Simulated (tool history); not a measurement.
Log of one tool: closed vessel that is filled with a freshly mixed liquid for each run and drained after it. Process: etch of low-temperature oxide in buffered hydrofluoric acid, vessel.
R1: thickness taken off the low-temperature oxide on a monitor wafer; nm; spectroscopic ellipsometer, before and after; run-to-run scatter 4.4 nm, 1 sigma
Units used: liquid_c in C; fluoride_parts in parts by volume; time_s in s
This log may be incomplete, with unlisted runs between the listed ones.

run 1 hour=0 | liquid_c=22 fluoride_parts=8.5 time_s=85 | R1=346.73
run 2 hour=4.7 | liquid_c=22 fluoride_parts=8.5 time_s=95 | R1=383.79
run 3 hour=10.2 | liquid_c=22 fluoride_parts=10 time_s=95 | R1=338.84
run 4 hour=14.1 | liquid_c=22 fluoride_parts=8.5 time_s=95 | R1=391.1
run 5 hour=20.8 | liquid_c=22 fluoride_parts=10 time_s=95 | R1=343.14
run 6 hour=22.3 | liquid_c=22 fluoride_parts=10 time_s=85 | R1=303.88

Expected results for the next run?
run 7 hour=25.9 | liquid_c=26 fluoride_parts=8.5 time_s=85 | R1=?

{"run 7": {"R1": 436.97}}
